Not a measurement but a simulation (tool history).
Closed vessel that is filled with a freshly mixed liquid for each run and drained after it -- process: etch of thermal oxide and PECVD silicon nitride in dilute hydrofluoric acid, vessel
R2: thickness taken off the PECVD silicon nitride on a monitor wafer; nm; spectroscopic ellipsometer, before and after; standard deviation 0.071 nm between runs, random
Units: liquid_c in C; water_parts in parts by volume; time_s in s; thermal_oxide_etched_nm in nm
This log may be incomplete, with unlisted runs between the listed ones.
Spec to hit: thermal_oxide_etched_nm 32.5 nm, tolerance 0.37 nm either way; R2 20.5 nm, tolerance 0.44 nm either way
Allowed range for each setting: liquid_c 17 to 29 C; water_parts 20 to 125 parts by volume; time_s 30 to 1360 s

{"run": 1, "hour": 0.0, "liquid_c": 21, "water_parts": 70, "time_s": 695, "thermal_oxide_etched_nm": 46.666, "R2": 28.751}
{"run": 2, "hour": 7.0, "liquid_c": 24.5, "water_parts": 70, "time_s": 695, "thermal_oxide_etched_nm": 53.886, "R2": 36.173}
{"run": 3, "hour": 11.5, "liquid_c": 24.5, "water_parts": 70, "time_s": 540, "thermal_oxide_etched_nm": 41.834, "R2": 28.208}
{"run": 4, "hour": 15.4, "liquid_c": 24, "water_parts": 70, "time_s": 540, "thermal_oxide_etched_nm": 40.833, "R2": 27.372}
{"run": 5, "hour": 19.1, "liquid_c": 23.5, "water_parts": 70, "time_s": 540, "thermal_oxide_etched_nm": 39.946, "R2": 26.547}
{"run": 6, "hour": 26.6, "liquid_c": 23.5, "water_parts": 80, "time_s": 540, "thermal_oxide_etched_nm": 34.492, "R2": 23.186}
{"run": 7, "hour": 30.9, "liquid_c": 23, "water_parts": 80, "time_s": 540, "thermal_oxide_etched_nm": 34.027, "R2": 22.311}
{"run": 8, "hour": 33.5, "liquid_c": 22, "water_parts": 80, "time_s": 540, "thermal_oxide_etched_nm": 32.593, "R2": 21.061}
{"run": 9, "hour": 42.2, "liquid_c": 21.5, "water_parts": 80, "time_s": 540, "thermal_oxide_etched_nm": 31.887, "R2": 20.328}
{"run": 10, "hour": 43.0, "liquid_c": 21, "water_parts": 80, "time_s": 535, "thermal_oxide_etched_nm": 30.988, "R2": 19.409}
{"run": 11, "hour": 46.9, "liquid_c": 21.5, "water_parts": 80, "time_s": 535, "thermal_oxide_etched_nm": 31.544, "R2": 20.089}
{"run": 12, "hour": 48.2, "liquid_c": 21.5, "water_parts": 75, "time_s": 535, "thermal_oxide_etched_nm": 33.928, "R2": 21.366}
{"run": 13, "hour": 55.0, "liquid_c": 21.5, "water_parts": 80, "time_s": 540, "thermal_oxide_etched_nm": 31.912, "R2": 20.317}
{"run": 14, "hour": 59.3, "liquid_c": 22, "water_parts": 80, "time_s": 540, "thermal_oxide_etched_nm": 32.523, "R2": 20.961}
{"run": 15, "hour": 63.8, "liquid_c": 21.5, "water_parts": 80, "time_s": 540, "thermal_oxide_etched_nm": 31.96, "R2": 20.164}
{"run": 16, "hour": 67.2, "liquid_c": 22, "water_parts": 80, "time_s": 540, "thermal_oxide_etched_nm": 32.629, "R2": 20.902}
{"run": 17, "hour": 67.8, "liquid_c": 21.5, "water_parts": 80, "time_s": 540, "thermal_oxide_etched_nm": 31.896, "R2": 20.293}
{"run": 18, "hour": 74.8, "liquid_c": 21.5, "water_parts": 80, "time_s": 535, "thermal_oxide_etched_nm": 31.633, "R2": 20.145}

Exactly one of the 5 candidate moves below puts every result within its allowed miss. Which one?
{"run": "A", "hour": 81.8, "liquid_c": 21, "water_parts": 80, "time_s": 560, "thermal_oxide_etched_nm": "?", "R2": "?"}
{"run": "B", "hour": 81.8, "liquid_c": 21, "water_parts": 100, "time_s": 680, "thermal_oxide_etched_nm": "?", "R2": "?"}
{"run": "C", "hour": 81.8, "liquid_c": 20.5, "water_parts": 80, "time_s": 545, "thermal_oxide_etched_nm": "?", "R2": "?"}
{"run": "D", "hour": 81.8, "liquid_c": 22.5, "water_parts": 75, "time_s": 460, "thermal_oxide_etched_nm": "?", "R2": "?"}
{"run": "E", "hour": 81.8, "liquid_c": 21.5, "water_parts": 80, "time_s": 530, "thermal_oxide_etched_nm": "?", "R2": "?"}

move=A thermal_oxide_etched_nm=32.369 R2=20.313
move=B thermal_oxide_etched_nm=30.723 R2=19.827
move=C thermal_oxide_etched_nm=30.858 R2=19.106
move=D thermal_oxide_etched_nm=30.346 R2=19.676
move=E thermal_oxide_etched_nm=31.273 R2=19.889
A: every result within its allowed miss
B: misses by more than the last run did
C: misses by more than the last run did
D: misses by more than the last run did
E: misses by more than the last run did
A meets every target.

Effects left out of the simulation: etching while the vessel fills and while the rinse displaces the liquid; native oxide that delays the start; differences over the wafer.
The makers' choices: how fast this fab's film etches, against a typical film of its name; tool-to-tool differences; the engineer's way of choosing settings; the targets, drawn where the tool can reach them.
